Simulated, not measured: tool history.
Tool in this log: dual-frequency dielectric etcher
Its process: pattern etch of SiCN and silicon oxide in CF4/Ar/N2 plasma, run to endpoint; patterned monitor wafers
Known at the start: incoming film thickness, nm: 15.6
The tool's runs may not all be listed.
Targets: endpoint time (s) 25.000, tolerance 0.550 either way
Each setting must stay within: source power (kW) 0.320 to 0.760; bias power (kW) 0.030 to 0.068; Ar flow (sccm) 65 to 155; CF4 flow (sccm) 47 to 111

run  hour  source power (kW)  bias power (kW)  Ar flow (sccm)  CF4 flow (sccm)  endpoint time (s)
  1   0.0              0.540            0.049             110               79             17.352
  2   8.7              0.540            0.049             121               79             17.652
  3  17.1              0.540            0.049             137               79             18.106
  4  24.0              0.540            0.049             121               79             17.647
  5  25.8              0.640            0.049             121               79             15.121
  6  26.4              0.560            0.048             122               79             17.216
  7  31.7              0.500            0.047             122               79             19.235
  8  36.5              0.460            0.047             122               79             20.837
  9  38.3              0.350            0.046             123               79             27.174

Pick the move, out of 4, that brings all results within their allowed miss; only one does.
  A  40.1              0.410            0.042             111               59                  ?
  B  40.1              0.360            0.046             128               72                  ?
  C  40.1              0.360            0.047             129               85                  ?
  D  40.1              0.390            0.048             116               77                  ?

move  endpoint time (s)
   A             24.918
   B             27.149
   C             26.222
   D             24.206
A: hits every target within its allowed miss
B: roughly where the last run was
C: gains on the last run, yet a result remains outside its allowed miss
D: pushes the last run's worst result past its target
The move that meets every target is A.
